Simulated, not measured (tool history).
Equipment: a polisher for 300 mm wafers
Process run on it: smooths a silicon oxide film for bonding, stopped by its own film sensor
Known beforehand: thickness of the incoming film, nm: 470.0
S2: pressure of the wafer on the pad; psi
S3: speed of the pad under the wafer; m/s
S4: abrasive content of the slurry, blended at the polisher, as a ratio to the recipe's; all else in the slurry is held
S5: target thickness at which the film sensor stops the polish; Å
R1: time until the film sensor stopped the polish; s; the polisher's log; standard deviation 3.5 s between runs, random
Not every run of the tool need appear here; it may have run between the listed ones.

Run 1, hour 0: flow of slurry (ml/min) 245, S2 2.6 psi, S3 1.02 m/s, S4 1, S5 3210 Å. Result: R1 162.35 s.
Run 2, hour 8.6: flow of slurry (ml/min) 245, S2 2.6 psi, S3 0.88 m/s, S4 1, S5 3210 Å. Result: R1 176.28 s.
Run 3, hour 15.8: flow of slurry (ml/min) 245, S2 2.6 psi, S3 0.88 m/s, S4 1, S5 3210 Å. Result: R1 176.66 s.
Run 4, hour 17.1: flow of slurry (ml/min) 245, S2 2.3 psi, S3 0.88 m/s, S4 1, S5 3210 Å. Result: R1 193.51 s.
Run 5, hour 22.5: flow of slurry (ml/min) 245, S2 2.3 psi, S3 0.88 m/s, S4 1, S5 3140 Å. Result: R1 206.54 s.
Run 6, hour 30.5: flow of slurry (ml/min) 245, S2 2.2 psi, S3 0.84 m/s, S4 1, S5 3140 Å. Result: R1 216.99 s.
Run 7, hour 34.2: flow of slurry (ml/min) 245, S2 2.1 psi, S3 0.8 m/s, S4 1, S5 3140 Å. Result: R1 230.85 s.
Run 8, hour 37.1: flow of slurry (ml/min) 245, S2 2 psi, S3 0.76 m/s, S4 1, S5 3140 Å. Result: R1 245.5 s.
Run 9, hour 38.1: flow of slurry (ml/min) 245, S2 1.9 psi, S3 0.74 m/s, S4 1, S5 3140 Å. Result: R1 258.72 s.
Run 10, hour 42.7: flow of slurry (ml/min) 245, S2 1.8 psi, S3 0.72 m/s, S4 1, S5 3140 Å. Result: R1 275.16 s.
Run 11, hour 48.1: flow of slurry (ml/min) 245, S2 1.7 psi, S3 0.7 m/s, S4 1, S5 3140 Å. Result: R1 286.64 s.
Run 12, hour 53: flow of slurry (ml/min) 245, S2 1.7 psi, S3 0.7 m/s, S4 1, S5 3140 Å. Result: R1 287.79 s.
Run 13, hour 57.8: flow of slurry (ml/min) 245, S2 1.6 psi, S3 0.68 m/s, S4 1, S5 3140 Å. Result: R1 301.38 s.

What does the tool deliver on the next run?
Run 14, hour 59.3: flow of slurry (ml/min) 245, S2 1.6 psi, S3 0.66 m/s, S4 1, S5 3140 Å. Result: R1 ?.

Run 14 yielded R1 310.23 s.
